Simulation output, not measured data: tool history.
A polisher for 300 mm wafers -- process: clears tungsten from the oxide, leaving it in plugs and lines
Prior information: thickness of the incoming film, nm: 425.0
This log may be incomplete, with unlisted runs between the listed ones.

| run | hour | flow of slurry (ml/min) | pressure of the wafer on the pad (psi) | speed of the pad under the wafer (cm/s) | abrasive content of the slurry | overpolish time after the end point (s) | time until the end point was called (s) |
|---|---|---|---|---|---|---|---|
| 1 | 0 | 280 | 3.7 | 100 | 1 | 40 | 94.76 |
| 2 | 5.9 | 245 | 3.7 | 100 | 1 | 40 | 98.982 |
| 3 | 6.7 | 245 | 3.7 | 100 | 1.15 | 40 | 92.994 |
| 4 | 8.4 | 245 | 3.7 | 100 | 0.95 | 40 | 99.065 |
| 5 | 17.2 | 245 | 3.7 | 88 | 0.95 | 40 | 114.86 |
| 6 | 24.3 | 245 | 3.7 | 88 | 0.8 | 40 | 115.06 |
| 7 | 27.4 | 240 | 3.2 | 88 | 0.8 | 40 | 131.26 |
| 8 | 30.9 | 235 | 2.8 | 88 | 0.8 | 40 | 154.26 |
| 9 | 36.6 | 230 | 2.6 | 88 | 0.8 | 40 | 164.05 |
| 10 | 40.5 | 225 | 2.5 | 88 | 0.8 | 40 | 170.05 |

What does the tool deliver on the next run?
| 11 | 42.7 | 220 | 2.4 | 88 | 0.8 | 40 | ? |

time until the end point was called (s): 180.98
